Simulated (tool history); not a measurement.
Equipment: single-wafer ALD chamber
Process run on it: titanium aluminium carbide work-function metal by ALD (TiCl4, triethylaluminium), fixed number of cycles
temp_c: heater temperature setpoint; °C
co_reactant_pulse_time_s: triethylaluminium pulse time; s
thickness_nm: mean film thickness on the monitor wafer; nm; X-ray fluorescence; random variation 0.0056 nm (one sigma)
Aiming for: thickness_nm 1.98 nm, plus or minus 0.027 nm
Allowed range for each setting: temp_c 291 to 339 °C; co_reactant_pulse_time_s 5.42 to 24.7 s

run	hour	temp_c	co_reactant_pulse_time_s	thickness_nm
1	0	315	15.06	2.0886
2	3.2	322	15.06	2.1394
3	10.6	322	16.93	2.1355
4	14.9	327	16.93	2.1878
5	19.1	320	16.93	2.1357
6	26.4	320	19.41	2.1196
7	29.3	317	19.52	2.1005
8	30.4	314	19.55	2.087
9	36.2	311	19.5	2.0644
10	43.2	309	19.48	2.0462
11	51.5	307	19.47	2.0274
12	54.3	306	19.45	2.0194
13	62.9	305	19.43	2.0039
14	66.7	305	19.43	2.0177

Next run, 4 choices. One meets every target within its allowed miss, the rest don't. Which?
A	70.5	314	19.57	?
B	70.5	302	16.65	?
C	70.5	312	17.79	?
D	70.5	312	20.53	?

move	thickness_nm
A	2.0744
B	1.9771
C	2.0569
D	2.0593
A: further off than the last run
B: meets every target
C: further off than the last run
D: further off than the last run
B is the move that brings every result within its allowed miss.

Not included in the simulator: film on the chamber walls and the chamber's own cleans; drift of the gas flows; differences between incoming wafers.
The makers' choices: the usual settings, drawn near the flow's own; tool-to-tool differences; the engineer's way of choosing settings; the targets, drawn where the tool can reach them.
